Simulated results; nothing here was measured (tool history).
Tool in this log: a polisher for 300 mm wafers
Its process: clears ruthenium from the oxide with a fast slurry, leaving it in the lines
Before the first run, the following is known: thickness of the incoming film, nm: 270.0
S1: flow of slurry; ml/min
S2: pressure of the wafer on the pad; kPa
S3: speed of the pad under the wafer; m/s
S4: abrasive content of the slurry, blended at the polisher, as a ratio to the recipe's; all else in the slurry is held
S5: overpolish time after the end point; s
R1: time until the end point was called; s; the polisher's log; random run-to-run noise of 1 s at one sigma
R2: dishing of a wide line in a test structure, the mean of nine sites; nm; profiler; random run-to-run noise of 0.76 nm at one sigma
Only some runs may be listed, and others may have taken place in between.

| run | hour | S1 | S2 | S3 | S4 | S5 | R1 | R2 |
|---|---|---|---|---|---|---|---|---|
| 1 | 0.0 | 140 | 15.9 | 0.90 | 1.0 | 19 | 89.922 | 45.206 |
| 2 | 5.4 | 140 | 15.9 | 0.78 | 1.0 | 19 | 100.450 | 40.347 |
| 3 | 6.8 | 140 | 17.9 | 0.78 | 1.0 | 19 | 87.851 | 46.723 |
| 4 | 11.9 | 110 | 17.9 | 0.78 | 1.0 | 19 | 92.380 | 43.507 |
| 5 | 13.6 | 115 | 17.9 | 0.78 | 1.0 | 20 | 91.143 | 46.289 |
| 6 | 18.9 | 120 | 17.9 | 0.78 | 1.0 | 21 | 91.492 | 48.535 |
| 7 | 25.9 | 125 | 17.9 | 0.78 | 1.0 | 22 | 91.552 | 51.658 |

Estimate the outcome of run 8 from the log above:
| 8 | 33.7 | 130 | 17.9 | 0.78 | 1.0 | 22 | ? | ? |

R1: 91.090 s
R2: 51.743 nm
